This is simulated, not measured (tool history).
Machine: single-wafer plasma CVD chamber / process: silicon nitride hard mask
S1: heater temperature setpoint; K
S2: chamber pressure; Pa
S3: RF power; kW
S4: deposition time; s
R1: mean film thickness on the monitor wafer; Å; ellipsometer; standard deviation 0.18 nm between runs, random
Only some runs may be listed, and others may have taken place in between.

Run 1, hour 0.0: S1 658.15 K, S2 269 Pa, S3 0.225 kW, S4 45.1 s. Result: R1 444.28 Å.
Run 2, hour 6.6: S1 658.15 K, S2 269 Pa, S3 0.250 kW, S4 45.1 s. Result: R1 483.14 Å.
Run 3, hour 14.0: S1 658.15 K, S2 269 Pa, S3 0.250 kW, S4 45.1 s. Result: R1 485.36 Å.
Run 4, hour 15.6: S1 658.15 K, S2 244 Pa, S3 0.245 kW, S4 45.1 s. Result: R1 464.97 Å.
Run 5, hour 19.8: S1 658.15 K, S2 244 Pa, S3 0.260 kW, S4 45.1 s. Result: R1 487.68 Å.
Run 6, hour 21.4: S1 649.15 K, S2 244 Pa, S3 0.260 kW, S4 45.1 s. Result: R1 489.65 Å.
Run 7, hour 27.3: S1 649.15 K, S2 224 Pa, S3 0.250 kW, S4 45.0 s. Result: R1 462.41 Å.
At hour 28.1: thermocouple changed; heater temperature recalibrated.
Run 8, hour 28.1: S1 649.15 K, S2 209 Pa, S3 0.245 kW, S4 45.0 s. Result: R1 450.36 Å.
Run 9, hour 36.1: S1 649.15 K, S2 164 Pa, S3 0.225 kW, S4 44.8 s. Result: R1 394.92 Å.
Run 10, hour 37.0: S1 649.15 K, S2 173 Pa, S3 0.225 kW, S4 44.8 s. Result: R1 399.14 Å.

Run 11 comes next. What will it give?
Run 11, hour 43.2: S1 649.15 K, S2 181 Pa, S3 0.225 kW, S4 44.8 s. Result: R1 ?.

{"run 11": {"R1": 403.75}}
